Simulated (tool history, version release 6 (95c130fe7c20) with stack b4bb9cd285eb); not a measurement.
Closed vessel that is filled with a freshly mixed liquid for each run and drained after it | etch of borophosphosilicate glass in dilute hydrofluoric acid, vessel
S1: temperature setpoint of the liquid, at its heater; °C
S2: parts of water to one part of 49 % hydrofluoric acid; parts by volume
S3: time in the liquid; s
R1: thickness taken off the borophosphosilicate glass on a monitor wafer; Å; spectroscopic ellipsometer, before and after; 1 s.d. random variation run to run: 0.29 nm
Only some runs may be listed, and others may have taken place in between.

run,hour,S1,S2,S3,R1
1,0,25,135,90,224.43
2,8.2,25,135,70,172.17
3,10,25,170,70,129.99
4,14.2,25,190,70,114.69
5,16.7,23.5,190,70,109.02
6,24.8,25.5,150,70,154.47

Forecast run 7:
7,31,25.5,120,75,?

Run 7 gave R1 214.59 Å.

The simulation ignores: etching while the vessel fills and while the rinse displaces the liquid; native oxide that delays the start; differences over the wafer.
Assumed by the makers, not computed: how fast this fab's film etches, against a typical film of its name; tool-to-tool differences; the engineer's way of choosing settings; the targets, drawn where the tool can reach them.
